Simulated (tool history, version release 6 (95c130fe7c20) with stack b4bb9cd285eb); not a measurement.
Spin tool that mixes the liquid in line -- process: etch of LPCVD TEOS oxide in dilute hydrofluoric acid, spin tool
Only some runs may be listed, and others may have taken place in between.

run	hour	temperature setpoint of the liquid (C)	parts of water to one part of 49 % hydrofluoric acid (parts by volume)	time under the liquid (s)	thickness taken off the LPCVD TEOS oxide on a monitor wafer (angstrom)
1	0.0	24.0	110	155	223.38
2	2.4	23.0	110	155	216.22
3	9.7	22.5	110	155	207.74
4	18.2	20.0	110	155	193.58
5	18.8	20.0	85	155	252.46
6	23.5	23.5	85	155	290.46
7	31.4	21.5	90	155	252.72
8	36.9	20.0	90	155	237.37

Run 9 has not been measured yet. What should we expect?
9	41.3	19.0	90	155	?

Run 9 yielded thickness taken off the LPCVD TEOS oxide on a monitor wafer (angstrom) 229.08.
